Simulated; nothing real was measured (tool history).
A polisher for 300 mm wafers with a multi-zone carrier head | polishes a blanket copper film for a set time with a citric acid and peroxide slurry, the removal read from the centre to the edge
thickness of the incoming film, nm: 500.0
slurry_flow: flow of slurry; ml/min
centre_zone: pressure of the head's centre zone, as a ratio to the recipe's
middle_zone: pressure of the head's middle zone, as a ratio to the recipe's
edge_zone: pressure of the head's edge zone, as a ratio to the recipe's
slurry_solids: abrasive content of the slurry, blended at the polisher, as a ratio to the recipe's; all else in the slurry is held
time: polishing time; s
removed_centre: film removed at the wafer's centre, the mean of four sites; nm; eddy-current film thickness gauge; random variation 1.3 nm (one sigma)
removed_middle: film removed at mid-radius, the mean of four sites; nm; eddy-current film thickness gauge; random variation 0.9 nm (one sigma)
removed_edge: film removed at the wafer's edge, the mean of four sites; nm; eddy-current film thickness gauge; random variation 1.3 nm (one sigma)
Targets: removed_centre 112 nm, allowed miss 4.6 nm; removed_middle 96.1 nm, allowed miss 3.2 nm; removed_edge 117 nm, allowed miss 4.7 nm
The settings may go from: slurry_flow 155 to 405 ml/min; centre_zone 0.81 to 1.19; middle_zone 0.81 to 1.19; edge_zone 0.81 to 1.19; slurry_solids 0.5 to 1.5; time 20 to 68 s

run  hour  slurry_flow  centre_zone  middle_zone  edge_zone  slurry_solids  time  removed_centre  removed_middle  removed_edge
  1     0          260            1            1          1              1    44          142.54          147.96        152.07
  2   4.4          255            1         0.98          1           0.95    43          137.12          140.73        147.43
  3  11.3          255         1.01         0.96          1            0.9    42          131.26          132.85        141.72
  4  17.2          255         1.01         0.96          1            0.9    48          154.19          153.21        162.42
  5    21          255         1.01         0.96          1            0.9    55             176          174.58        187.08
  6  22.2          255         1.01         0.89          1            0.9    55          174.33          164.85        183.32
  7  25.1          250         1.02         0.88       1.01           0.85    53          168.31          151.74         177.3
  8  31.5          245         1.02         0.87          1            0.8    51          159.69          146.56        168.91
  9    36          245         1.02         0.87          1            0.8    51          158.93          144.27         171.1
 10  39.6          245         1.02         0.87       0.99            0.8    49          154.76          138.48        164.78
     42.2  -- centre zone pressure recalibrated
 11  42.2          245         1.03         0.87       0.99            0.8    47          161.71          137.13        155.44
 12  47.8          245         1.02         0.86       0.99            0.8    45          156.07          126.44         148.7
 13  51.2          245            1         0.86       0.99            0.8    44          149.39          125.05        144.37
 14  53.8          245         0.99         0.86          1           0.75    43          142.08          119.01         140.8
 15  61.3          245         0.98         0.86          1            0.7    42          135.68          114.54        137.45
 16  66.7          245         0.98         0.86          1            0.7    42          136.55          117.06        137.46
 17  72.8          245         0.97         0.86          1            0.7    41          133.16          114.71         132.8
 18  76.6          245         0.96         0.86       1.01            0.7    40          127.82          111.76        131.18
 19  78.1          245         0.95         0.85       1.01            0.7    40          123.81          108.96        128.84
 20  81.2          245         0.94         0.85       1.01            0.7    40          125.79          110.36        130.43
 21    89          245         0.93         0.85       1.01            0.7    40          123.68           112.3        133.47
 22  90.8          220         0.95         0.81       0.98            0.5    37          109.31          91.985        114.79
 23  91.7          225         0.95         0.81       0.98            0.5    37           111.7           92.46        114.75

5 next moves are on the table. One of them brings every result within its allowed miss. Which?
  A  92.6          155         0.96         0.81       1.08            0.5    36               ?               ?             ?
  B  92.6          220         0.95         0.87       0.92            0.5    37               ?               ?             ?
  C  92.6          340          0.9          0.9       1.01           0.75    35               ?               ?             ?
  D  92.6          170         0.94         0.82          1            0.5    39               ?               ?             ?
  E  92.6          225         1.05         0.81          1            0.5    35               ?               ?             ?

move  removed_centre  removed_middle  removed_edge
   A          107.71          87.181        112.63
   B          112.85          97.366        109.01
   C           111.7          103.04        116.38
   D           115.6          96.027        118.02
   E          115.72          86.951        107.48
A: further off than the last run
B: brings the result that was furthest off to its target, and leaves another outside
C: takes the result that was furthest off past its target
D: meets every target
E: further off than the last run
The right move is D.

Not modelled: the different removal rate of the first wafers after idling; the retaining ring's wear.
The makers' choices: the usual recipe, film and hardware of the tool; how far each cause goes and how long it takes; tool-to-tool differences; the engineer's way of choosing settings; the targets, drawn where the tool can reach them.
